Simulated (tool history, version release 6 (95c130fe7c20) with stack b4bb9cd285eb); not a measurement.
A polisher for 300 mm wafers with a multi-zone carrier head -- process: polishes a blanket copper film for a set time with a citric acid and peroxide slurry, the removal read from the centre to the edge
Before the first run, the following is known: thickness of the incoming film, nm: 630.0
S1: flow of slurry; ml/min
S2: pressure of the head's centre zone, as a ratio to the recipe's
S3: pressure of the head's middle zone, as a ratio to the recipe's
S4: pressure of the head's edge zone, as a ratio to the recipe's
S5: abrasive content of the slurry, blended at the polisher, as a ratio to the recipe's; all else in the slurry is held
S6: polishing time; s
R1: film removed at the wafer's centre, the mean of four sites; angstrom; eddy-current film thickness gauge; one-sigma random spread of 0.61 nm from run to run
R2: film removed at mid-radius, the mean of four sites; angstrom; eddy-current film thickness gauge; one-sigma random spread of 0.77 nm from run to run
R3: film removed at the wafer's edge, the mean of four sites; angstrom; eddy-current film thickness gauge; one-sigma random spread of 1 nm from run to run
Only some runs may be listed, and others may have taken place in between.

run 1 hour=0 | S1=295 S2=1 S3=1 S4=1 S5=1 S6=45 | R1=896.79 R2=880.86 R3=864.99
run 2 hour=5.2 | S1=295 S2=0.98 S3=0.97 S4=0.99 S5=0.9 S6=45 | R1=867.64 R2=842.89 R3=828.83
run 3 hour=10.1 | S1=295 S2=0.98 S3=0.97 S4=0.99 S5=0.9 S6=35 | R1=668.27 R2=649.09 R3=643.82
run 4 hour=14.7 | S1=295 S2=0.98 S3=0.97 S4=0.93 S5=0.9 S6=35 | R1=666.14 R2=644.64 R3=628.13
run 5 hour=23.6 | S1=295 S2=0.98 S3=0.97 S4=0.93 S5=1 S6=35 | R1=683.03 R2=669.99 R3=650.34
run 6 hour=31.2 | S1=295 S2=0.9 S3=0.97 S4=0.93 S5=1 S6=35 | R1=635.43 R2=683.18 R3=654.65
run 7 hour=36.8 | S1=300 S2=0.91 S3=0.95 S4=0.95 S5=1 S6=35 | R1=637.61 R2=664.99 R3=649.92
run 8 hour=44.5 | S1=290 S2=0.95 S3=0.87 S4=1.05 S5=1.25 S6=36 | R1=720.73 R2=670.97 R3=739.5
run 9 hour=45.3 | S1=285 S2=0.95 S3=0.87 S4=1.04 S5=1.25 S6=36 | R1=717.52 R2=659.35 R3=732.62

Run 10 comes next. What will it give?
run 10 hour=47 | S1=280 S2=0.95 S3=0.87 S4=1.03 S5=1.25 S6=36 | R1=? R2=? R3=?

{"run 10": {"R1": 721.51, "R2": 652.01, "R3": 737.16}}
